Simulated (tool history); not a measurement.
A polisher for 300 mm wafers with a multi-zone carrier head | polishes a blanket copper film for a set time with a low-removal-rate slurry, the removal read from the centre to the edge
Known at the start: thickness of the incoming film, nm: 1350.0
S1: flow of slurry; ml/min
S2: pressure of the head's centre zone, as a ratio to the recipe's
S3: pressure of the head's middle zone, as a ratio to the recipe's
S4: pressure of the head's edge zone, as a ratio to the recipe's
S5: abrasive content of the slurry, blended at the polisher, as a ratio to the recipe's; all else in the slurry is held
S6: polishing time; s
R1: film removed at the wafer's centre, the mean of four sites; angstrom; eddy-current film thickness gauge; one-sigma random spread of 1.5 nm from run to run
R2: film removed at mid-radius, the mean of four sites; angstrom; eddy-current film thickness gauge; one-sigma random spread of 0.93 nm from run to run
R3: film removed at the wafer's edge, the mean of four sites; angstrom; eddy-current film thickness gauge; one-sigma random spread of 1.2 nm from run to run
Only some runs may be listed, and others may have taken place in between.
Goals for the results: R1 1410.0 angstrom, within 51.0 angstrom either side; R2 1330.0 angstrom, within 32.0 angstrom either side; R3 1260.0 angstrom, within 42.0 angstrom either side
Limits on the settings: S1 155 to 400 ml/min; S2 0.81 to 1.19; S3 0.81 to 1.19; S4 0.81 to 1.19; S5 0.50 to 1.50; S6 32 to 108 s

run  hour   S1    S2    S3    S4    S5  S6      R1      R2      R3
  1   0.0  255  1.00  1.00  1.00  1.00  70  1463.2  1491.6  1438.4
  2   5.2  280  1.00  1.00  1.00  1.00  70  1478.3  1510.6  1491.1
  3  12.9  250  1.01  0.98  0.97  0.95  70  1456.7  1475.4  1440.0
  4  20.4  250  0.97  0.98  0.97  0.95  70  1420.1  1469.3  1407.2
  5  21.1  230  0.99  0.95  0.93  0.90  70  1382.8  1413.8  1401.9
  6  22.1  230  0.99  0.95  0.93  0.80  70  1394.1  1389.3  1349.7
  7  23.5  220  1.00  0.95  0.92  0.70  70  1380.0  1378.1  1339.7
  8  29.4  220  1.02  0.95  0.89  0.65  70  1387.4  1365.8  1311.7

Exercise: of the 4 proposed moves below, exactly one satisfies all targets within the stated allowed misses. Which move is it?
  A  35.3  305  1.06  0.97  0.89  0.50  67   ?   ?   ?
  B  35.3  185  1.08  0.89  0.96  0.65  72   ?   ?   ?
  C  35.3  185  1.04  1.10  0.86  0.80  70   ?   ?   ?
  D  35.3  315  0.92  0.87  0.90  0.55  72   ?   ?   ?

move      R1      R2      R3
   A  1416.4  1323.1  1271.3
   B  1472.0  1294.4  1371.4
   C  1410.7  1459.2  1304.1
   D  1335.1  1352.9  1388.7
A: all results in spec
B: its largest miss is bigger than the last run's
C: its largest miss is bigger than the last run's
D: its largest miss is bigger than the last run's
The move that meets every target is A.

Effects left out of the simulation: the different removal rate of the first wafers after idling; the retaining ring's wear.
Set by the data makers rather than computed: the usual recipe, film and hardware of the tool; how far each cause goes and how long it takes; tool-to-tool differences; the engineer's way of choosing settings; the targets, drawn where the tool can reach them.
